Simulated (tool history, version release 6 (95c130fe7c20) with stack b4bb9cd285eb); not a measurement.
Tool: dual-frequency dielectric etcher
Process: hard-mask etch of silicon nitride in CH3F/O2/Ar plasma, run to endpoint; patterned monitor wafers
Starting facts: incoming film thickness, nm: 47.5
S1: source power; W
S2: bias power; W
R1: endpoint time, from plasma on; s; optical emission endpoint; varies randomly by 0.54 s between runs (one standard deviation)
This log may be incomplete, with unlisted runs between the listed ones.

| run | hour | S1 | S2 | R1 |
|---|---|---|---|---|
| 1 | 0 | 320 | 99 | 63.736 |
| 2 | 8.4 | 350 | 99 | 62.683 |
| 3 | 9.8 | 370 | 99 | 59.887 |
| 4 | 15.8 | 350 | 97 | 62.326 |
| 5 | 23.5 | 330 | 95 | 65.088 |
| 6 | 25.5 | 330 | 110 | 60.661 |
| 7 | 28.6 | 310 | 108 | 64.139 |
| 8 | 29.6 | 300 | 107 | 64.07 |

Predict the results of run 9:
| 9 | 38.2 | 240 | 88 | ? |

{"run 9": {"R1": 80.518}}
